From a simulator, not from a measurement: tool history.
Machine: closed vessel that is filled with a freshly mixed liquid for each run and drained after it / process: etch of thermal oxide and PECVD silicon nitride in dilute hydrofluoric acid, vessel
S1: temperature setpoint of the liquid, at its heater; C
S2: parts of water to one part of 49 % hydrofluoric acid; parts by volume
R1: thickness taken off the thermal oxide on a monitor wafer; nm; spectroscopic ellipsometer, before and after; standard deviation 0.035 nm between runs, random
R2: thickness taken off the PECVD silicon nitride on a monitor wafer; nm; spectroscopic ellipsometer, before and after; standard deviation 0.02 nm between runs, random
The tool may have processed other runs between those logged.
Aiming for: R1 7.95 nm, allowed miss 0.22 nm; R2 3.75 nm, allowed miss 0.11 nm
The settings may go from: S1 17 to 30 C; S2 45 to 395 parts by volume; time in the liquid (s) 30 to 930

Run 1, hour 0: S1 22 C, S2 220 parts by volume, time in the liquid (s) 475. Result: R1 8.5796 nm, R2 4.9974 nm.
Run 2, hour 2.8: S1 20.5 C, S2 210 parts by volume, time in the liquid (s) 460. Result: R1 8.3582 nm, R2 4.6124 nm.
Run 3, hour 8.8: S1 20.5 C, S2 210 parts by volume, time in the liquid (s) 315. Result: R1 5.7017 nm, R2 3.129 nm.
Run 4, hour 16.6: S1 20.5 C, S2 210 parts by volume, time in the liquid (s) 425. Result: R1 7.6285 nm, R2 4.2359 nm.
Run 5, hour 17.7: S1 19.5 C, S2 195 parts by volume, time in the liquid (s) 410. Result: R1 7.7694 nm, R2 4.108 nm.
Run 6, hour 20.5: S1 18.5 C, S2 185 parts by volume, time in the liquid (s) 400. Result: R1 7.7166 nm, R2 3.9433 nm.
Run 7, hour 28: S1 18 C, S2 175 parts by volume, time in the liquid (s) 390. Result: R1 7.9071 nm, R2 3.9479 nm.
Run 8, hour 34.2: S1 17.5 C, S2 170 parts by volume, time in the liquid (s) 385. Result: R1 7.8708 nm, R2 3.8673 nm.

Which single option among these 4 for the next run brings every result within its allowed miss of target? Just one does.
Run A, hour 40.4: S1 17 C, S2 140 parts by volume, time in the liquid (s) 345. Result: R1 ?, R2 ?.
Run B, hour 40.4: S1 17 C, S2 155 parts by volume, time in the liquid (s) 355. Result: R1 ?, R2 ?.
Run C, hour 40.4: S1 17 C, S2 145 parts by volume, time in the liquid (s) 305. Result: R1 ?, R2 ?.
Run D, hour 40.4: S1 21.5 C, S2 160 parts by volume, time in the liquid (s) 300. Result: R1 ?, R2 ?.

move      R1      R2
   A  8.7068  4.0779
   B  7.9749  3.8041
   C  7.3956  3.4852
   D  7.7739  4.2152
A: misses by more than the last run did
B: all results land within tolerance of their targets
C: the result that was furthest off in the last run now lies on the other side of its target
D: misses by more than the last run did
The right move is B.
